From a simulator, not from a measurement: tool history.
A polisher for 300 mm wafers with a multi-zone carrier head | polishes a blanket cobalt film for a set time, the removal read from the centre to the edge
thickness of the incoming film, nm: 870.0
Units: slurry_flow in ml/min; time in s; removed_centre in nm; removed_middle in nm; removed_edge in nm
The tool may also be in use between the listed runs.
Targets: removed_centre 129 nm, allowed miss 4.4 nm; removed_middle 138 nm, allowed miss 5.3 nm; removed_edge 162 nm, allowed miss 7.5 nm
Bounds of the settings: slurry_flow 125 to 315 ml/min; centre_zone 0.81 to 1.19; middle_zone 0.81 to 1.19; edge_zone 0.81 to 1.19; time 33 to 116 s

Run 1, hour 0: slurry_flow 205 ml/min, centre_zone 1, middle_zone 1, edge_zone 1, time 74 s. Result: removed_centre 197.17 nm, removed_middle 210.28 nm, removed_edge 211.55 nm.
Run 2, hour 3: slurry_flow 200 ml/min, centre_zone 0.98, middle_zone 0.98, edge_zone 1, time 72 s. Result: removed_centre 185.88 nm, removed_middle 197.32 nm, removed_edge 208.1 nm.
Run 3, hour 9.5: slurry_flow 200 ml/min, centre_zone 0.97, middle_zone 0.97, edge_zone 0.99, time 70 s. Result: removed_centre 184.07 nm, removed_middle 192.3 nm, removed_edge 197.18 nm.
Run 4, hour 12.6: slurry_flow 200 ml/min, centre_zone 1, middle_zone 0.97, edge_zone 0.99, time 70 s. Result: removed_centre 183.64 nm, removed_middle 192.37 nm, removed_edge 196.86 nm.
Run 5, hour 13.7: slurry_flow 195 ml/min, centre_zone 0.98, middle_zone 0.96, edge_zone 0.99, time 68 s. Result: removed_centre 176.96 nm, removed_middle 189.17 nm, removed_edge 193.23 nm.
Run 6, hour 14.9: slurry_flow 195 ml/min, centre_zone 0.98, middle_zone 0.96, edge_zone 1.05, time 68 s. Result: removed_centre 176.52 nm, removed_middle 186.74 nm, removed_edge 198.26 nm.
Run 7, hour 20.8: slurry_flow 190 ml/min, centre_zone 0.97, middle_zone 0.95, edge_zone 1.05, time 66 s. Result: removed_centre 171.5 nm, removed_middle 177.28 nm, removed_edge 188.83 nm.
Run 8, hour 27.3: slurry_flow 190 ml/min, centre_zone 0.97, middle_zone 0.95, edge_zone 1.05, time 66 s. Result: removed_centre 169.82 nm, removed_middle 177.91 nm, removed_edge 192.28 nm.
Run 9, hour 31.1: slurry_flow 160 ml/min, centre_zone 0.87, middle_zone 0.85, edge_zone 1, time 54 s. Result: removed_centre 117.84 nm, removed_middle 129.82 nm, removed_edge 147.16 nm.
Run 10, hour 37.4: slurry_flow 165 ml/min, centre_zone 0.87, middle_zone 0.85, edge_zone 1.01, time 54 s. Result: removed_centre 121.4 nm, removed_middle 131.7 nm, removed_edge 150.43 nm.
Run 11, hour 42.9: slurry_flow 170 ml/min, centre_zone 0.87, middle_zone 0.85, edge_zone 1.02, time 54 s. Result: removed_centre 121.44 nm, removed_middle 130.58 nm, removed_edge 149.61 nm.
Run 12, hour 44.9: slurry_flow 170 ml/min, centre_zone 0.87, middle_zone 0.85, edge_zone 1.03, time 54 s. Result: removed_centre 121.04 nm, removed_middle 134.52 nm, removed_edge 152.7 nm.
Run 13, hour 49.9: slurry_flow 175 ml/min, centre_zone 0.87, middle_zone 0.85, edge_zone 1.04, time 54 s. Result: removed_centre 121.53 nm, removed_middle 137.23 nm, removed_edge 154.73 nm.
Run 14, hour 51.7: slurry_flow 175 ml/min, centre_zone 0.87, middle_zone 0.85, edge_zone 1.05, time 54 s. Result: removed_centre 120.86 nm, removed_middle 132.71 nm, removed_edge 156.11 nm.
Run 15, hour 53.2: slurry_flow 180 ml/min, centre_zone 0.87, middle_zone 0.85, edge_zone 1.05, time 54 s. Result: removed_centre 121.66 nm, removed_middle 130.82 nm, removed_edge 154.39 nm.

4 next moves are on the table. One of them brings every result within its allowed miss. Which?
Run A, hour 54.7: slurry_flow 180 ml/min, centre_zone 0.89, middle_zone 0.81, edge_zone 1.05, time 51 s. Result: removed_centre ?, removed_middle ?, removed_edge ?.
Run B, hour 54.7: slurry_flow 170 ml/min, centre_zone 0.89, middle_zone 0.85, edge_zone 1.07, time 56 s. Result: removed_centre ?, removed_middle ?, removed_edge ?.
Run C, hour 54.7: slurry_flow 175 ml/min, centre_zone 0.95, middle_zone 0.9, edge_zone 0.96, time 52 s. Result: removed_centre ?, removed_middle ?, removed_edge ?.
Run D, hour 54.7: slurry_flow 185 ml/min, centre_zone 0.92, middle_zone 0.81, edge_zone 1.01, time 52 s. Result: removed_centre ?, removed_middle ?, removed_edge ?.

move  removed_centre  removed_middle  removed_edge
   A           118.6          123.32        146.62
   B          128.93          138.53        161.36
   C          128.62          134.28        142.54
   D          125.65          126.26        147.13
A: further off than the last run
B: meets every target
C: brings the result that was furthest off to its target, and leaves another outside
D: brings the result that was furthest off to its target, and leaves another outside
Answer: B
